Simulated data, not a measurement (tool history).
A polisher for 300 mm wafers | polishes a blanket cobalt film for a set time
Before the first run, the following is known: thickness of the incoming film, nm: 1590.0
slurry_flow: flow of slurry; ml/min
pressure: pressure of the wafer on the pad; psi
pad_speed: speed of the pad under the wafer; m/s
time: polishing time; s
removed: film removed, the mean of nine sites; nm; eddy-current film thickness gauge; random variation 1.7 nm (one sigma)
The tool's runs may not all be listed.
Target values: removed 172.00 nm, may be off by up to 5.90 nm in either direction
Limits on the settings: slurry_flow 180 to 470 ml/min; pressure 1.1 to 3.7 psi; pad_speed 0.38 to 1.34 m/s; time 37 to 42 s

run 1 day=0.000 | slurry_flow=300 pressure=2.4 pad_speed=0.86 time=42 | removed=229.99
run 2 day=0.167 | slurry_flow=365 pressure=2.4 pad_speed=0.86 time=42 | removed=236.46
run 3 day=0.362 | slurry_flow=365 pressure=2.4 pad_speed=0.86 time=37 | removed=213.07
run 4 day=0.638 | slurry_flow=365 pressure=2.2 pad_speed=0.86 time=37 | removed=191.51
run 5 day=0.754 | slurry_flow=365 pressure=2.2 pad_speed=0.86 time=42 | removed=218.20
run 6 day=1.054 | slurry_flow=365 pressure=2.0 pad_speed=0.86 time=42 | removed=199.48
run 7 day=1.129 | slurry_flow=365 pressure=1.9 pad_speed=0.86 time=42 | removed=189.29
run 8 day=1.350 | slurry_flow=365 pressure=1.8 pad_speed=0.86 time=42 | removed=179.76

Consider the 5 candidate settings below. Which is the only one whose results all fall within their allowed miss of target?
run A day=1.571 | slurry_flow=335 pressure=2.0 pad_speed=0.78 time=40 | removed=?
run B day=1.571 | slurry_flow=365 pressure=2.2 pad_speed=0.72 time=37 | removed=?
run C day=1.571 | slurry_flow=360 pressure=1.8 pad_speed=0.90 time=42 | removed=?
run D day=1.571 | slurry_flow=355 pressure=2.0 pad_speed=0.82 time=41 | removed=?
run E day=1.571 | slurry_flow=350 pressure=1.8 pad_speed=0.86 time=37 | removed=?

move=A removed=170.50
move=B removed=161.19
move=C removed=186.94
move=D removed=184.32
move=E removed=157.22
A: in spec on every target
B: moves the result that the last run missed by most past its target, out the other side
C: misses by more than the last run did
D: misses by more than the last run did
E: moves the result that the last run missed by most past its target, out the other side
Move A is the one to make.

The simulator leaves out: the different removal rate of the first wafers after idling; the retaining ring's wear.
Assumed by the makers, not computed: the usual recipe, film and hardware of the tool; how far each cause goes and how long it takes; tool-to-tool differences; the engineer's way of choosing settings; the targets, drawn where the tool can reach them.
